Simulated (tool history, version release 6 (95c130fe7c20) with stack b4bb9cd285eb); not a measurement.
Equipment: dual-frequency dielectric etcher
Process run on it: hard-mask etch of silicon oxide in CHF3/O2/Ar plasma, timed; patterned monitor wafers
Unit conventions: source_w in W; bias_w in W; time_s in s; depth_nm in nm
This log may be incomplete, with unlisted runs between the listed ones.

run	hour	source_w	bias_w	time_s	depth_nm
1	0.0	770	159	25	53.830
2	4.9	770	159	25	53.756
3	8.9	840	171	25	57.570
4	15.9	840	185	25	58.938
5	17.4	840	212	25	61.309
6	23.0	840	223	25	62.286

For run 7, what comes out?
7	24.2	870	223	25	?

depth_nm: 63.801 nm
